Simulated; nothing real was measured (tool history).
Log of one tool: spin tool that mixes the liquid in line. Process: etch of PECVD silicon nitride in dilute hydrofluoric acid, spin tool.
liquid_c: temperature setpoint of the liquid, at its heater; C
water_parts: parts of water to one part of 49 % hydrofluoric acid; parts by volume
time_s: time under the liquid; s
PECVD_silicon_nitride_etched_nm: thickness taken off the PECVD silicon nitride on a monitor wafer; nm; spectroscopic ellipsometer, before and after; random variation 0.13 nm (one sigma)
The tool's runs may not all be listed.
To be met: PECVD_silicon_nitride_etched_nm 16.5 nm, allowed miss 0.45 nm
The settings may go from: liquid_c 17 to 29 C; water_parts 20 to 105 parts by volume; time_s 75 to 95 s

run	hour	liquid_c	water_parts	time_s	PECVD_silicon_nitride_etched_nm
1	0	21	55	95	8.9018
2	3.7	21	40	95	12.082
3	9.1	22	40	95	13.138
4	11.9	22.5	40	95	13.471
5	14.3	22.5	40	75	10.749
6	22.4	22.5	50	75	8.5227
# hour 27.2: thermometer replaced
7	27.2	26.5	35	75	13.389
8	34.9	29	30	75	18.593
9	43.2	28.5	30	75	18.156
10	51.4	28	30	75	17.25

Which of these 5 next moves meets every target?
A	59.6	26.5	30	85	?
B	59.6	28.5	35	80	?
C	59.6	25	35	95	?
D	59.6	28	30	80	?
E	59.6	28.5	30	75	?

move	PECVD_silicon_nitride_etched_nm
A	17.988
B	16.639
C	15.65
D	18.707
E	18.127
A: further off than the last run
B: meets every target
C: takes the result that was furthest off past its target
D: further off than the last run
E: further off than the last run
Move B is the one to make.
